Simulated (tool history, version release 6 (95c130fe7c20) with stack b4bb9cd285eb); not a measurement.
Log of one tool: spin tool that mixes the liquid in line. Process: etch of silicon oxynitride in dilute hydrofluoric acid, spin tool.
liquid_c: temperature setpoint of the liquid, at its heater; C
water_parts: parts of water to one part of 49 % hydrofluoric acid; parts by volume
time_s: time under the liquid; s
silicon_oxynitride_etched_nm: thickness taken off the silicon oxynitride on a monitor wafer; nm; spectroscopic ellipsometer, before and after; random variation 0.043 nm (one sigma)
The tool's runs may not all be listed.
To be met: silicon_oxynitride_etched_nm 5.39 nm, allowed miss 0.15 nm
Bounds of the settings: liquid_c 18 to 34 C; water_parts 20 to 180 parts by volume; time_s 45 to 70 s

run	hour	liquid_c	water_parts	time_s	silicon_oxynitride_etched_nm
1	0	26	100	70	2.8758
2	7.2	28.5	100	70	3.219
3	7.8	28.5	75	70	4.4072
4	11.7	29	75	70	4.5382
5	19	29	75	45	2.8508
6	26.7	31	75	45	3.1583
7	32.5	31	65	45	3.7375
8	39.5	31.5	60	45	4.0957
9	45.3	32	55	45	4.6355
10	52.2	32.5	55	45	4.732

5 next moves are on the table. One of them brings every result within its allowed miss. Which?
A	59.1	33.5	85	65	?
B	59.1	34	95	65	?
C	59.1	30	60	50	?
D	59.1	26.5	65	65	?
E	59.1	33	50	45	?

move	silicon_oxynitride_etched_nm
A	4.5399
B	4.1039
C	4.3432
D	4.4032
E	5.4415
A: further off than the last run
B: further off than the last run
C: further off than the last run
D: further off than the last run
E: meets every target
The right move is E.
